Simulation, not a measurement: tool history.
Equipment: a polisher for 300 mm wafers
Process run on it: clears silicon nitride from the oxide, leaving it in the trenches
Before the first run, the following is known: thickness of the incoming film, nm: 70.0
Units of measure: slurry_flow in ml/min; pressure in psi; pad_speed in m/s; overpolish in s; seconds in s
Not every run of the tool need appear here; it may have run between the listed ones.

run,day,slurry_flow,pressure,pad_speed,overpolish,seconds
1,0,290,2.6,1.16,6,65.121
2,0.275,290,2.4,1.08,6,77.701
3,0.346,355,2.4,1.08,6,77.326
4,0.446,355,2.2,1.02,6,84.777
5,0.721,355,2.2,1.02,6,84.73
6,1.058,355,2.2,0.8,6,106.33
7,1.133,355,2.1,0.76,6,117.26
8,1.204,355,2,0.74,6,129.01
9,1.429,355,2,0.74,6,125.27
10,1.475,355,1.9,0.72,6,138.21
11,1.808,355,1.8,0.72,6,139.57
12,2.021,355,1.7,0.72,6,141.75
13,2.279,355,1.6,0.7,6,164.46

Forecast run 14:
14,2.383,350,1.5,0.7,6,?

Run 14 produced seconds 163.09 s.
